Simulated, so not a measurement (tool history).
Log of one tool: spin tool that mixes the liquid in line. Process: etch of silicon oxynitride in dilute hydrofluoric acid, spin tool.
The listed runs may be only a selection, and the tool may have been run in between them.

run	hour	temperature setpoint of the liquid (°C)	parts of water to one part of 49 % hydrofluoric acid (parts by volume)	time under the liquid (s)	thickness taken off the silicon oxynitride on a monitor wafer (angstrom)
1	0	24	295	75	7.6805
2	0.6	24	295	55	5.7645
3	4.4	24	295	55	5.8343
4	10.2	24	380	55	4.3366
5	16.6	24	380	55	4.0725
6	25.6	24	285	55	6.0137
7	26.9	25	245	60	8.1507
8	35	26	215	60	9.9948
9	43.3	27	195	60	11.572
10	46.3	27.5	180	60	13.213
11	52.9	27.5	180	60	12.581

Run 12 has not been measured yet. What should we expect?
12	58.4	31	60	65	?

{"run 12": {"thickness taken off the silicon oxynitride on a monitor wafer (angstrom)": 56.261}}
